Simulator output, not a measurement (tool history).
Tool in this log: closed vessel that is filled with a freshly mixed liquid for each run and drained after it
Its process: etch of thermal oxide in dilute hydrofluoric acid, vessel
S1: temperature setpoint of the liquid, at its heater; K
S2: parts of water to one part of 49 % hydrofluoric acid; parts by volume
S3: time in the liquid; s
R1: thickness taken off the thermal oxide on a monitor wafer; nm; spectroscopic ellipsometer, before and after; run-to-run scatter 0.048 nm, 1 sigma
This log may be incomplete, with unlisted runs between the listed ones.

run 1 hour=0 | S1=296.15 S2=40 S3=70 | R1=8.4135
run 2 hour=8.7 | S1=296.15 S2=40 S3=50 | R1=6.1046
run 3 hour=17 | S1=295.15 S2=40 S3=50 | R1=5.9035
run 4 hour=19.1 | S1=298.15 S2=40 S3=50 | R1=6.5791
run 5 hour=22.3 | S1=298.15 S2=40 S3=70 | R1=9.3327
run 6 hour=31.6 | S1=298.15 S2=50 S3=70 | R1=7.3861
run 7 hour=40.4 | S1=296.65 S2=50 S3=70 | R1=6.965

Expected results for the next run?
run 8 hour=49.6 | S1=296.65 S2=50 S3=70 | R1=?

{"run 8": {"R1": 6.9239}}

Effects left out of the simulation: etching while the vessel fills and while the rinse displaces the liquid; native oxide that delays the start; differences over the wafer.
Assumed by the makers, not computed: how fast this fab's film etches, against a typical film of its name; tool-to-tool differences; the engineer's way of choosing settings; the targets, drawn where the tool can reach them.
